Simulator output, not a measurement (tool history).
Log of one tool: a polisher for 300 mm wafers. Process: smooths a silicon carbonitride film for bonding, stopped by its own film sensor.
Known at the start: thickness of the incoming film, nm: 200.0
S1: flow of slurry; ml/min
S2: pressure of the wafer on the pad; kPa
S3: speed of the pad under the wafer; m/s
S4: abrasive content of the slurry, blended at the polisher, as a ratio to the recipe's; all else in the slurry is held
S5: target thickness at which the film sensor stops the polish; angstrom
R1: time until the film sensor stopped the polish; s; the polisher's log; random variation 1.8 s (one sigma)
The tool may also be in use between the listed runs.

Run 1, hour 0.0: S1 305 ml/min, S2 10.3 kPa, S3 0.98 m/s, S4 1.00, S5 1870 angstrom. Result: R1 75.840 s.
Run 2, hour 7.3: S1 240 ml/min, S2 10.3 kPa, S3 0.98 m/s, S4 1.00, S5 1870 angstrom. Result: R1 78.870 s.
Run 3, hour 15.5: S1 265 ml/min, S2 10.3 kPa, S3 0.98 m/s, S4 1.00, S5 1870 angstrom. Result: R1 75.776 s.
Run 4, hour 16.1: S1 265 ml/min, S2 10.3 kPa, S3 0.98 m/s, S4 1.15, S5 1870 angstrom. Result: R1 71.114 s.
Run 5, hour 20.4: S1 265 ml/min, S2 12.4 kPa, S3 0.98 m/s, S4 1.15, S5 1870 angstrom. Result: R1 58.512 s.
Run 6, hour 26.3: S1 265 ml/min, S2 12.4 kPa, S3 0.98 m/s, S4 1.15, S5 1870 angstrom. Result: R1 59.979 s.
Run 7, hour 35.1: S1 265 ml/min, S2 11.0 kPa, S3 0.94 m/s, S4 1.15, S5 1870 angstrom. Result: R1 68.349 s.
Run 8, hour 38.7: S1 265 ml/min, S2 9.7 kPa, S3 0.92 m/s, S4 1.15, S5 1870 angstrom. Result: R1 79.724 s.
Run 9, hour 42.4: S1 265 ml/min, S2 8.3 kPa, S3 0.90 m/s, S4 1.15, S5 1870 angstrom. Result: R1 92.489 s.
Run 10, hour 47.0: S1 265 ml/min, S2 7.6 kPa, S3 0.90 m/s, S4 1.15, S5 1870 angstrom. Result: R1 102.170 s.

The next listed run, before its measurement:
Run 11, hour 50.8: S1 265 ml/min, S2 5.5 kPa, S3 0.88 m/s, S4 1.15, S5 1870 angstrom. Result: R1 ?.

{"run 11": {"R1": 143.44}}

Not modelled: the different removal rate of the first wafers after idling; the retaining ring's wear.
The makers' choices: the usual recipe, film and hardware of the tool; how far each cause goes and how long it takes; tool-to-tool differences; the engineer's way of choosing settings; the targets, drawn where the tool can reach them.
